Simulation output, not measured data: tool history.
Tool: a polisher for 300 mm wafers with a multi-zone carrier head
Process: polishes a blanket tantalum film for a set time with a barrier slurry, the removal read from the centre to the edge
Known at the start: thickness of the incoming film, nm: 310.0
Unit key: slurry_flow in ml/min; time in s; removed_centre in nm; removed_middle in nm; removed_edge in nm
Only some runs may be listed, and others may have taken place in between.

| run | day | slurry_flow | centre_zone | middle_zone | edge_zone | slurry_solids | time | removed_centre | removed_middle | removed_edge |
|---|---|---|---|---|---|---|---|---|---|---|
| 1 | 0 | 135 | 1 | 1 | 1 | 1 | 49 | 125.75 | 127.23 | 132.38 |
| 2 | 0.108 | 135 | 1 | 1 | 1.07 | 1 | 49 | 125.55 | 125.71 | 135.92 |
| 3 | 0.479 | 135 | 1.01 | 1 | 1.05 | 0.95 | 46 | 117.32 | 118.71 | 123.34 |
| 4 | 0.796 | 150 | 1.01 | 1 | 1.05 | 0.95 | 46 | 120.83 | 121.59 | 126.57 |
| 5 | 1.088 | 150 | 1.01 | 1 | 0.98 | 0.95 | 46 | 120.91 | 120.57 | 121.44 |
| 6 | 1.183 | 150 | 1.02 | 0.99 | 0.97 | 0.9 | 44 | 115.88 | 112.88 | 113.31 |
| 7 | 1.45 | 150 | 1.02 | 0.98 | 0.96 | 0.85 | 42 | 108.43 | 104.62 | 108.12 |
| 8 | 1.629 | 150 | 1.03 | 0.98 | 0.95 | 0.8 | 40 | 102.74 | 100.24 | 100.4 |
| 9 | 1.671 | 115 | 1.12 | 0.88 | 0.85 | 0.55 | 28 | 66.372 | 55.476 | 58.892 |
| 10 | 1.733 | 120 | 1.12 | 0.88 | 0.85 | 0.55 | 28 | 67.042 | 56.061 | 59.847 |

Run 11 has not been measured yet. What should we expect?
| 11 | 1.979 | 125 | 1.12 | 0.88 | 0.85 | 0.55 | 28 | ? | ? | ? |

For run 11 the tool returned removed_centre 67.394 nm, removed_middle 54.911 nm, removed_edge 59.872 nm.
